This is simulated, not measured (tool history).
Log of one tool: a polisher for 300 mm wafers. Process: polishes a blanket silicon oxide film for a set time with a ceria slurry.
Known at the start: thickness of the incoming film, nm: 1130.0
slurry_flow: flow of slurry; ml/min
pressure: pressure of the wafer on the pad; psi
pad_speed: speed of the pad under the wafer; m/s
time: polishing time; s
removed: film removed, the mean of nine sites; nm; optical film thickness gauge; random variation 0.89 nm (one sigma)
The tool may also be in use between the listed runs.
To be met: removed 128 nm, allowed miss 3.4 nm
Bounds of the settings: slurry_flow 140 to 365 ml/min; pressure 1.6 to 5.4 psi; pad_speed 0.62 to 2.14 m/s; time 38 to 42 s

run 1 hour=0 | slurry_flow=235 pressure=3.5 pad_speed=1.38 time=42 | removed=233.22
run 2 hour=3.1 | slurry_flow=190 pressure=3.5 pad_speed=1.38 time=42 | removed=228.63
run 3 hour=6.3 | slurry_flow=190 pressure=3.5 pad_speed=1.38 time=42 | removed=229.05
run 4 hour=11.6 | slurry_flow=220 pressure=3.5 pad_speed=1.38 time=42 | removed=231.48
run 5 hour=16.3 | slurry_flow=220 pressure=3.1 pad_speed=1.36 time=42 | removed=206.8
run 6 hour=21.1 | slurry_flow=220 pressure=2.8 pad_speed=1.34 time=42 | removed=186.94
run 7 hour=28.1 | slurry_flow=220 pressure=2.8 pad_speed=1.34 time=42 | removed=184.24
run 8 hour=31.6 | slurry_flow=220 pressure=2.5 pad_speed=1.34 time=42 | removed=168.26
run 9 hour=40.1 | slurry_flow=210 pressure=1.6 pad_speed=1.32 time=42 | removed=117.97
run 10 hour=43.1 | slurry_flow=210 pressure=1.6 pad_speed=1.32 time=42 | removed=117.37
run 11 hour=47.3 | slurry_flow=220 pressure=1.6 pad_speed=1.32 time=42 | removed=118.59
run 12 hour=48.1 | slurry_flow=230 pressure=1.6 pad_speed=1.32 time=42 | removed=119.25
run 13 hour=56.3 | slurry_flow=235 pressure=1.6 pad_speed=1.32 time=42 | removed=120.1
-- hour=60.8 worn pad replaced by a new one
run 14 hour=60.8 | slurry_flow=260 pressure=1.8 pad_speed=1.32 time=42 | removed=143.57
run 15 hour=65.4 | slurry_flow=250 pressure=1.8 pad_speed=1.32 time=42 | removed=142.1
run 16 hour=70.8 | slurry_flow=250 pressure=1.8 pad_speed=1.32 time=42 | removed=144.31
run 17 hour=75.8 | slurry_flow=245 pressure=1.8 pad_speed=1.32 time=42 | removed=141.69

4 next moves are on the table. One of them brings every result within its allowed miss. Which?
run A hour=80.8 | slurry_flow=240 pressure=1.7 pad_speed=1.38 time=42 | removed=?
run B hour=80.8 | slurry_flow=200 pressure=2.1 pad_speed=1.18 time=38 | removed=?
run C hour=80.8 | slurry_flow=220 pressure=2 pad_speed=1.12 time=39 | removed=?
run D hour=80.8 | slurry_flow=290 pressure=2.5 pad_speed=1.08 time=42 | removed=?

move=A removed=141.77
move=B removed=126.96
move=C removed=120.58
move=D removed=153.69
A: as far off as the last run
B: meets every target
C: takes the result that was furthest off past its target
D: further off than the last run
Move B is the one to make.
